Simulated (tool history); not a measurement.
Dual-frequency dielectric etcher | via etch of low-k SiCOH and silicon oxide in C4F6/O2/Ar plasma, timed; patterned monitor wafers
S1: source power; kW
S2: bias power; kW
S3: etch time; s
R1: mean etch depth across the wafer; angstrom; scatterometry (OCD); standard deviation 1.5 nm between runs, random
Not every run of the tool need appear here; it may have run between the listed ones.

{"run": 1, "hour": 0.0, "S1": 0.41, "S2": 0.192, "S3": 105, "R1": 3193.1}
{"run": 2, "hour": 4.1, "S1": 0.41, "S2": 0.192, "S3": 105, "R1": 3188.6}
{"run": 3, "hour": 5.4, "S1": 0.41, "S2": 0.192, "S3": 110, "R1": 3327.4}
{"run": 4, "hour": 13.4, "S1": 0.41, "S2": 0.206, "S3": 110, "R1": 3398.1}
{"run": 5, "hour": 16.0, "S1": 0.42, "S2": 0.208, "S3": 110, "R1": 3439.6}
{"run": 6, "hour": 21.6, "S1": 0.43, "S2": 0.21, "S3": 110, "R1": 3458.7}
{"run": 7, "hour": 29.1, "S1": 0.44, "S2": 0.212, "S3": 110, "R1": 3516.0}
{"run": 8, "hour": 35.9, "S1": 0.45, "S2": 0.213, "S3": 110, "R1": 3573.4}

Expected results for the next run?
{"run": 9, "hour": 37.8, "S1": 0.45, "S2": 0.214, "S3": 110, "R1": "?"}

{"run 9": {"R1": 3548.9}}
